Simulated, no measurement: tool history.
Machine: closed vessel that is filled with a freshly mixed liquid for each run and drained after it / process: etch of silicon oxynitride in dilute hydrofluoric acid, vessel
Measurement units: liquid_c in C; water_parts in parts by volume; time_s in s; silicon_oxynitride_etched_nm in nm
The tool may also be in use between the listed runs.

{"run": 1, "day": 0.0, "liquid_c": 21.0, "water_parts": 235, "time_s": 570, "silicon_oxynitride_etched_nm": 8.1749}
{"run": 2, "day": 0.192, "liquid_c": 23.0, "water_parts": 200, "time_s": 570, "silicon_oxynitride_etched_nm": 10.765}
{"run": 3, "day": 0.321, "liquid_c": 23.0, "water_parts": 155, "time_s": 570, "silicon_oxynitride_etched_nm": 14.38}
{"run": 4, "day": 0.458, "liquid_c": 21.0, "water_parts": 155, "time_s": 570, "silicon_oxynitride_etched_nm": 13.079}
{"run": 5, "day": 0.629, "liquid_c": 21.0, "water_parts": 155, "time_s": 435, "silicon_oxynitride_etched_nm": 9.9921}
{"run": 6, "day": 0.671, "liquid_c": 24.0, "water_parts": 155, "time_s": 435, "silicon_oxynitride_etched_nm": 11.569}
{"run": 7, "day": 0.954, "liquid_c": 25.0, "water_parts": 130, "time_s": 450, "silicon_oxynitride_etched_nm": 15.183}
{"run": 8, "day": 1.021, "liquid_c": 26.0, "water_parts": 115, "time_s": 450, "silicon_oxynitride_etched_nm": 18.205}
{"run": 9, "day": 1.192, "liquid_c": 26.5, "water_parts": 110, "time_s": 450, "silicon_oxynitride_etched_nm": 19.572}
{"run": 10, "day": 1.358, "liquid_c": 27.0, "water_parts": 105, "time_s": 450, "silicon_oxynitride_etched_nm": 21.063}
{"run": 11, "day": 1.658, "liquid_c": 27.5, "water_parts": 100, "time_s": 450, "silicon_oxynitride_etched_nm": 22.68}
{"run": 12, "day": 1.958, "liquid_c": 28.0, "water_parts": 100, "time_s": 450, "silicon_oxynitride_etched_nm": 23.28}
{"day": 2.067, "done": "hydrofluoric acid flow meter replaced"}
{"run": 13, "day": 2.067, "liquid_c": 28.5, "water_parts": 95, "time_s": 450, "silicon_oxynitride_etched_nm": 28.208}

What does the tool deliver on the next run?
{"run": 14, "day": 2.15, "liquid_c": 28.0, "water_parts": 95, "time_s": 450, "silicon_oxynitride_etched_nm": "?"}

Run 14 came out at silicon_oxynitride_etched_nm 27.6250 nm.
